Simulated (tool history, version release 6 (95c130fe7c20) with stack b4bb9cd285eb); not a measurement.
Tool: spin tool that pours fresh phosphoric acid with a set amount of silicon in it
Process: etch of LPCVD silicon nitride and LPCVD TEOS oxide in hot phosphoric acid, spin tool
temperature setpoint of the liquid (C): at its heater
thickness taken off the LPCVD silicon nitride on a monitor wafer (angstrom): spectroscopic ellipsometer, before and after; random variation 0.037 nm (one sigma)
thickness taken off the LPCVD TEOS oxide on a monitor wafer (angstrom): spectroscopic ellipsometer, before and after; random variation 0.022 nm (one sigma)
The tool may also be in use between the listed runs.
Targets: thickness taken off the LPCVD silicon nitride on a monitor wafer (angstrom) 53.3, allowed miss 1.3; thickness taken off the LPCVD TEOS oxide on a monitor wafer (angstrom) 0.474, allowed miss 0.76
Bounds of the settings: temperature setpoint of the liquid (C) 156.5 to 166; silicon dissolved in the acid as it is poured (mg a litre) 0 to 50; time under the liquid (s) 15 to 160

run    day  temperature setpoint of the liquid (C)  silicon dissolved in the acid as it is poured (mg a litre)  time under the liquid (s)  thickness taken off the LPCVD silicon nitride on a monitor wafer (angstrom)  thickness taken off the LPCVD TEOS oxide on a monitor wafer (angstrom)
  1      0                                     161                                                        29.5                         80                                                                       62.246                                                                  1.6094
  2   0.05                                     161                                                        41.5                         80                                                                        62.47                                                                  0.4222
  3  0.192                                     160                                                        40.5                         80                                                                       59.753                                                                 0.50952
  4  0.546                                   159.5                                                        40.5                         80                                                                       59.115                                                                 0.43223
  5  0.871                                     159                                                          39                         80                                                                       58.594                                                                 0.47247
  6  0.967                                   157.5                                                          39                         80                                                                        55.58                                                                 0.52585
  7  1.067                                   157.5                                                        39.5                         80                                                                        55.99                                                                 0.28062
  8  1.254                                   157.5                                                          37                         80                                                                       55.459                                                                 0.72372
  9  1.512                                   157.5                                                          38                         80                                                                       55.666                                                                 0.22976
 10  1.533                                   157.5                                                          34                         80                                                                       55.331                                                                 0.53076

Which of these 4 next moves meets every target?
  A  1.554                                   156.5                                                        18.5                         85                                                                            ?                                                                       ?
  B  1.554                                   159.5                                                          24                         80                                                                            ?                                                                       ?
  C  1.554                                     157                                                        10.5                         85                                                                            ?                                                                       ?
  D  1.554                                   160.5                                                        36.5                         70                                                                            ?                                                                       ?

move  thickness taken off the LPCVD silicon nitride on a monitor wafer (angstrom)  thickness taken off the LPCVD TEOS oxide on a monitor wafer (angstrom)
   A                                                                       56.964                                                                 0.83629
   B                                                                       59.352                                                                 0.83664
   C                                                                       57.944                                                                  1.0587
   D                                                                       53.707                                                                 0.47048
A: further off than the last run
B: further off than the last run
C: further off than the last run
D: meets every target
The right move is D.
